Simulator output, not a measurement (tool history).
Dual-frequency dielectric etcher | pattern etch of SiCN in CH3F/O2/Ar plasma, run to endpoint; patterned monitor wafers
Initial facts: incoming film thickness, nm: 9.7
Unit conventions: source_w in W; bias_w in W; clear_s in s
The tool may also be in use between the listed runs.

| run | hour | source_w | bias_w | clear_s |
|---|---|---|---|---|
| 1 | 0 | 440 | 71 | 24.352 |
| 2 | 2.2 | 410 | 67 | 26.019 |
| 3 | 7.8 | 380 | 66 | 26.938 |
| 4 | 13.3 | 450 | 66 | 25.103 |
| 5 | 14 | 420 | 64 | 26.189 |
| 6 | 15.6 | 390 | 63 | 27.295 |
| 7 | 23.5 | 370 | 62 | 27.595 |
| 8 | 30 | 280 | 48 | 34.097 |
| 9 | 36.2 | 290 | 48 | 34.229 |

Predict the results of run 10:
| 10 | 40.7 | 300 | 48 | ? |

Run 10 produced clear_s 33.109 s.
